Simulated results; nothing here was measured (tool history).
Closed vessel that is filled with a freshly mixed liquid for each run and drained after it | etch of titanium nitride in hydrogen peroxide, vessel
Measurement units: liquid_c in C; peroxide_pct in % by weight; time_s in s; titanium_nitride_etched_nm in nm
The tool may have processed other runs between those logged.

run  hour  liquid_c  peroxide_pct  time_s  titanium_nitride_etched_nm
  1     0        54          24.5      55                      3.8011
  2   1.2      51.5          24.5      55                      3.2315
  3   3.6      51.5          28.5      55                      3.3483
  4   9.7      51.5            24      55                      3.2413
  5  13.2        53            24      55                      3.5509
  6  17.7        54            24      55                      3.8305
  7  20.6        55            24      55                      4.1465
  8  28.4      55.5            24      55                      4.2374
  9  33.5        56            24      55                      4.3256
 10  42.3      56.5            24      55                      4.5972

Run 11 has not been measured yet. What should we expect?
 11  45.8        57            24      55                           ?

Run 11 came out at titanium_nitride_etched_nm 4.7842 nm.
